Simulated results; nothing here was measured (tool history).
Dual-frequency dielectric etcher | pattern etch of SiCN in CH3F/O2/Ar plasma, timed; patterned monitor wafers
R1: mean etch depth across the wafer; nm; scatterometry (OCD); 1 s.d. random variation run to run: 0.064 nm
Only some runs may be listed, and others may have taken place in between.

run 1 hour=0.0 | source_power_(W)=300 bias_power_(W)=66 etch_time_(s)=87.0 | R1=27.393
run 2 hour=5.0 | source_power_(W)=290 bias_power_(W)=65 etch_time_(s)=87.0 | R1=26.920
run 3 hour=11.6 | source_power_(W)=250 bias_power_(W)=65 etch_time_(s)=87.0 | R1=25.589
run 4 hour=19.0 | source_power_(W)=250 bias_power_(W)=76 etch_time_(s)=87.0 | R1=26.849
run 5 hour=23.7 | source_power_(W)=270 bias_power_(W)=76 etch_time_(s)=87.0 | R1=27.735
run 6 hour=24.4 | source_power_(W)=260 bias_power_(W)=75 etch_time_(s)=87.0 | R1=27.192
run 7 hour=25.8 | source_power_(W)=250 bias_power_(W)=74 etch_time_(s)=87.0 | R1=26.822

Expected results for the next run?
run 8 hour=29.5 | source_power_(W)=240 bias_power_(W)=73 etch_time_(s)=87.0 | R1=?

Run 8 yielded R1 26.280 nm.

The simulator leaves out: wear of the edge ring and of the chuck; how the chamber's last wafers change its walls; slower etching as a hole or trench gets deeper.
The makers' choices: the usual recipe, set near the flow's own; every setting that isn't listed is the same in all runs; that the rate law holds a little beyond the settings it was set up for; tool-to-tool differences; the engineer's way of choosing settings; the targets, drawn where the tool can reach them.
